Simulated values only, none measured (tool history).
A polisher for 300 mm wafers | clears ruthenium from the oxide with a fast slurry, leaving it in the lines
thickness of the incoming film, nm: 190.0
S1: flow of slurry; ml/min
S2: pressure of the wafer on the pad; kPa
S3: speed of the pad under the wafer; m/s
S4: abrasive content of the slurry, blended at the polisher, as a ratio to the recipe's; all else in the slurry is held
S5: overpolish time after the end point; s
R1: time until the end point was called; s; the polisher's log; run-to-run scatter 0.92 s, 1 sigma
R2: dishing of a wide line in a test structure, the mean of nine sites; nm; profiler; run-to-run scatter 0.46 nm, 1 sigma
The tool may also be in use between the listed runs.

| run | hour | S1 | S2 | S3 | S4 | S5 | R1 | R2 |
|---|---|---|---|---|---|---|---|---|
| 1 | 0 | 125 | 13.1 | 1.22 | 1 | 22 | 57.749 | 48.487 |
| 2 | 1.7 | 125 | 13.1 | 1.38 | 1 | 22 | 51.682 | 55.118 |
| 3 | 9.6 | 145 | 13.1 | 1.16 | 1.15 | 18 | 56.201 | 44.024 |
| 4 | 17.9 | 145 | 13.1 | 1.42 | 1.15 | 18 | 46.89 | 51.526 |
| 5 | 20.3 | 125 | 13.8 | 1.38 | 0.95 | 15 | 53.593 | 40.709 |
| 6 | 23.1 | 125 | 13.8 | 1.38 | 0.95 | 9 | 52.882 | 25.966 |
| 7 | 30.6 | 110 | 13.8 | 1.4 | 0.95 | 8 | 53.763 | 22.447 |
| 8 | 33.8 | 105 | 13.8 | 1.4 | 0.95 | 8 | 54.262 | 21.866 |
| 9 | 42.6 | 100 | 13.8 | 1.4 | 0.95 | 8 | 54.495 | 21.063 |
| 10 | 45.6 | 100 | 13.8 | 1.4 | 0.95 | 8 | 54.756 | 21.62 |
| 11 | 48.5 | 95 | 13.8 | 1.4 | 0.95 | 8 | 56.014 | 22.058 |
| 12 | 50.7 | 130 | 11.7 | 1.38 | 0.95 | 7 | 61.27 | 16.841 |
| 13 | 56.5 | 140 | 13.1 | 1.38 | 0.95 | 8 | 53.242 | 21.816 |

Run 14, settings as shown, results not yet in. Your forecast:
| 14 | 57.5 | 140 | 13.1 | 1.4 | 0.95 | 8 | ? | ? |

R1: 54.613 s
R2: 22.376 nm

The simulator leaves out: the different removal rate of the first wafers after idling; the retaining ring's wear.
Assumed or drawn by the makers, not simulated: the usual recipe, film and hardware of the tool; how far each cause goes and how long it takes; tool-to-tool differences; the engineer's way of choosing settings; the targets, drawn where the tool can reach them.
